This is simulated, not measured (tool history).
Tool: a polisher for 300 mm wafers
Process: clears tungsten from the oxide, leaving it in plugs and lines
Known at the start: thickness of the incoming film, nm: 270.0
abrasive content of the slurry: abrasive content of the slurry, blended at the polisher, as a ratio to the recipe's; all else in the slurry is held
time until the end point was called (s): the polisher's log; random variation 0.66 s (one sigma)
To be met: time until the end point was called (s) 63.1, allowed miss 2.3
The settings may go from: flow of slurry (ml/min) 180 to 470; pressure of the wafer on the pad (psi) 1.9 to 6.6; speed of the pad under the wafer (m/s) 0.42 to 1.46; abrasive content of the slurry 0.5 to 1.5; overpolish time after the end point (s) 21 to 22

run	hour	flow of slurry (ml/min)	pressure of the wafer on the pad (psi)	speed of the pad under the wafer (m/s)	abrasive content of the slurry	overpolish time after the end point (s)	time until the end point was called (s)
1	0	300	4.2	0.94	1	21	51.533
2	5.7	300	3.9	0.94	1	21	54.072
3	7.4	355	3.9	0.94	1	21	52.998
4	10.6	355	4.9	0.94	1	21	43.563
5	15.8	355	4.9	0.94	1	21	44.11
6	20.3	355	4.9	1.08	1	21	38.523
7	28.3	355	4.2	1.06	1	21	44.948
8	33.8	355	3.7	1.06	1	21	50.56
9	35	355	2.6	1.04	1	21	68.959
10	39	355	2.7	1.04	1	21	65.65

Which of these 5 next moves meets every target?
A	43	315	2.5	1.3	1	22	?
B	43	385	2.5	1.1	1.15	21	?
C	43	465	3	0.82	1.15	21	?
D	43	370	2.8	0.96	0.9	22	?
E	43	390	3.3	0.96	0.7	22	?

move	time until the end point was called (s)
A	57.444
B	63.922
C	72.154
D	71.469
E	66.714
A: takes the result that was furthest off past its target
B: meets every target
C: further off than the last run
D: further off than the last run
E: further off than the last run
Move B is the one to make.
